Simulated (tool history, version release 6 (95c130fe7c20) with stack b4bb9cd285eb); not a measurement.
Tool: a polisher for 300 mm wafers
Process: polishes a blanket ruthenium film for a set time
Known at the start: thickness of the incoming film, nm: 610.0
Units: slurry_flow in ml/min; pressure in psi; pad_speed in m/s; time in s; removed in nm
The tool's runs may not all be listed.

run,hour,slurry_flow,pressure,pad_speed,time,removed
1,0,180,1.6,1.06,119,126.53
2,6.1,180,1.4,1.06,119,111.66
3,9.3,180,1.4,1.06,124,114.38
4,11.4,180,1.4,1.24,124,131.12
5,12.2,210,1.4,1.24,124,134.52
6,14.6,210,1.2,1.24,124,118.79
7,15.5,200,0.7,1.22,124,69.707
8,22.5,210,0.8,1.22,124,78.544
9,25.9,215,0.8,1.22,124,79.451
10,27.9,220,0.8,1.22,124,80.316

The next listed run, before its measurement:
11,28.9,225,0.8,1.22,124,?

Run 11 gave removed 78.312 nm.
